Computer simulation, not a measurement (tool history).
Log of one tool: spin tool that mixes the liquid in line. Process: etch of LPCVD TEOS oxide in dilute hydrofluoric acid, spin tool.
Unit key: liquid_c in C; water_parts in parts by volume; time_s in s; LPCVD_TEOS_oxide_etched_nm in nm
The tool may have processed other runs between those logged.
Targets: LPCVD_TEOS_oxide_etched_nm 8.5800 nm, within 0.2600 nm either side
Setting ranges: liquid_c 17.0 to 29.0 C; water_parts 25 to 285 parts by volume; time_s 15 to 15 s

{"run": 1, "hour": 0.0, "liquid_c": 21.0, "water_parts": 155, "time_s": 15, "LPCVD_TEOS_oxide_etched_nm": 4.7508}
{"run": 2, "hour": 7.8, "liquid_c": 24.0, "water_parts": 155, "time_s": 15, "LPCVD_TEOS_oxide_etched_nm": 5.3251}
{"run": 3, "hour": 10.0, "liquid_c": 24.0, "water_parts": 190, "time_s": 15, "LPCVD_TEOS_oxide_etched_nm": 4.1751}
{"run": 4, "hour": 14.7, "liquid_c": 24.5, "water_parts": 180, "time_s": 15, "LPCVD_TEOS_oxide_etched_nm": 4.5525}
{"run": 5, "hour": 15.6, "liquid_c": 25.0, "water_parts": 170, "time_s": 15, "LPCVD_TEOS_oxide_etched_nm": 5.0012}
{"run": 6, "hour": 24.6, "liquid_c": 26.5, "water_parts": 170, "time_s": 15, "LPCVD_TEOS_oxide_etched_nm": 5.2653}
{"run": 7, "hour": 28.3, "liquid_c": 27.0, "water_parts": 165, "time_s": 15, "LPCVD_TEOS_oxide_etched_nm": 5.5559}
{"run": 8, "hour": 29.0, "liquid_c": 27.0, "water_parts": 160, "time_s": 15, "LPCVD_TEOS_oxide_etched_nm": 5.6589}
{"run": 9, "hour": 37.4, "liquid_c": 27.0, "water_parts": 155, "time_s": 15, "LPCVD_TEOS_oxide_etched_nm": 5.8959}
{"run": 10, "hour": 43.1, "liquid_c": 27.0, "water_parts": 150, "time_s": 15, "LPCVD_TEOS_oxide_etched_nm": 6.1465}
{"run": 11, "hour": 46.1, "liquid_c": 27.0, "water_parts": 145, "time_s": 15, "LPCVD_TEOS_oxide_etched_nm": 6.437}
{"run": 12, "hour": 53.6, "liquid_c": 27.0, "water_parts": 140, "time_s": 15, "LPCVD_TEOS_oxide_etched_nm": 6.6752}
{"run": 13, "hour": 54.3, "liquid_c": 27.0, "water_parts": 135, "time_s": 15, "LPCVD_TEOS_oxide_etched_nm": 7.0152}
{"hour": 55.0, "done": "thermometer replaced"}
{"run": 14, "hour": 55.0, "liquid_c": 28.0, "water_parts": 125, "time_s": 15, "LPCVD_TEOS_oxide_etched_nm": 7.1776}
{"run": 15, "hour": 55.9, "liquid_c": 28.0, "water_parts": 120, "time_s": 15, "LPCVD_TEOS_oxide_etched_nm": 7.6784}
{"run": 16, "hour": 58.9, "liquid_c": 28.5, "water_parts": 115, "time_s": 15, "LPCVD_TEOS_oxide_etched_nm": 8.1269}

Consider the 4 candidate settings below. Which is the only one whose results all fall within their allowed miss of target?
{"run": "A", "hour": 61.9, "liquid_c": 26.5, "water_parts": 115, "time_s": 15, "LPCVD_TEOS_oxide_etched_nm": "?"}
{"run": "B", "hour": 61.9, "liquid_c": 28.5, "water_parts": 120, "time_s": 15, "LPCVD_TEOS_oxide_etched_nm": "?"}
{"run": "C", "hour": 61.9, "liquid_c": 27.0, "water_parts": 115, "time_s": 15, "LPCVD_TEOS_oxide_etched_nm": "?"}
{"run": "D", "hour": 61.9, "liquid_c": 28.5, "water_parts": 110, "time_s": 15, "LPCVD_TEOS_oxide_etched_nm": "?"}

move=A LPCVD_TEOS_oxide_etched_nm=7.4320
move=B LPCVD_TEOS_oxide_etched_nm=7.6325
move=C LPCVD_TEOS_oxide_etched_nm=7.5753
move=D LPCVD_TEOS_oxide_etched_nm=8.4381
A: further off than the last run
B: further off than the last run
C: further off than the last run
D: all results in spec
The move that meets every target is D.
